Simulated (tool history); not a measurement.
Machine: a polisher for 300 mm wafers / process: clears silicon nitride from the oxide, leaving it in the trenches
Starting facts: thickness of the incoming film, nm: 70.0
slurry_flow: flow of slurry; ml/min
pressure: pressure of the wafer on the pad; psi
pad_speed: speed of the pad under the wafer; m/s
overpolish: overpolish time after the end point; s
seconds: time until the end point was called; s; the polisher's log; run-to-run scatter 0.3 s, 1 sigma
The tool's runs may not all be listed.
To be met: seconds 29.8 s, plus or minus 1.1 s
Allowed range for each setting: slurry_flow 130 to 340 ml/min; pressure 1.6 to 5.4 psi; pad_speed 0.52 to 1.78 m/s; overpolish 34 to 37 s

{"run": 1, "hour": 0.0, "slurry_flow": 220, "pressure": 3.5, "pad_speed": 1.14, "overpolish": 34, "seconds": 51.292}
{"run": 2, "hour": 5.8, "slurry_flow": 220, "pressure": 3.9, "pad_speed": 1.14, "overpolish": 34, "seconds": 46.152}
{"run": 3, "hour": 6.7, "slurry_flow": 220, "pressure": 3.9, "pad_speed": 1.14, "overpolish": 34, "seconds": 46.397}
{"run": 4, "hour": 10.4, "slurry_flow": 185, "pressure": 3.9, "pad_speed": 1.14, "overpolish": 34, "seconds": 47.053}
{"run": 5, "hour": 18.5, "slurry_flow": 150, "pressure": 3.9, "pad_speed": 1.14, "overpolish": 34, "seconds": 48.245}
{"run": 6, "hour": 22.5, "slurry_flow": 150, "pressure": 3.9, "pad_speed": 1.36, "overpolish": 34, "seconds": 40.832}
{"run": 7, "hour": 26.5, "slurry_flow": 155, "pressure": 4.2, "pad_speed": 1.36, "overpolish": 34, "seconds": 38.413}
{"run": 8, "hour": 33.1, "slurry_flow": 160, "pressure": 4.4, "pad_speed": 1.36, "overpolish": 34, "seconds": 36.078}
{"run": 9, "hour": 40.5, "slurry_flow": 165, "pressure": 4.6, "pad_speed": 1.36, "overpolish": 34, "seconds": 34.992}
{"run": 10, "hour": 43.0, "slurry_flow": 165, "pressure": 4.8, "pad_speed": 1.36, "overpolish": 34, "seconds": 33.287}

Pick the move, out of 5, that brings all results within their allowed miss; only one does.
{"run": "A", "hour": 45.5, "slurry_flow": 150, "pressure": 5.4, "pad_speed": 1.36, "overpolish": 37, "seconds": "?"}
{"run": "B", "hour": 45.5, "slurry_flow": 190, "pressure": 4.5, "pad_speed": 1.66, "overpolish": 37, "seconds": "?"}
{"run": "C", "hour": 45.5, "slurry_flow": 205, "pressure": 4, "pad_speed": 1.48, "overpolish": 37, "seconds": "?"}
{"run": "D", "hour": 45.5, "slurry_flow": 190, "pressure": 5.2, "pad_speed": 1.1, "overpolish": 34, "seconds": "?"}
{"run": "E", "hour": 45.5, "slurry_flow": 130, "pressure": 4.8, "pad_speed": 1.18, "overpolish": 34, "seconds": "?"}

move=A seconds=30.04
move=B seconds=28.339
move=C seconds=35.166
move=D seconds=36.737
move=E seconds=39.95
A: all results land within tolerance of their targets
B: the result that was furthest off in the last run now lies on the other side of its target
C: moves away from the targets compared with the last run
D: moves away from the targets compared with the last run
E: moves away from the targets compared with the last run
The right move is A.
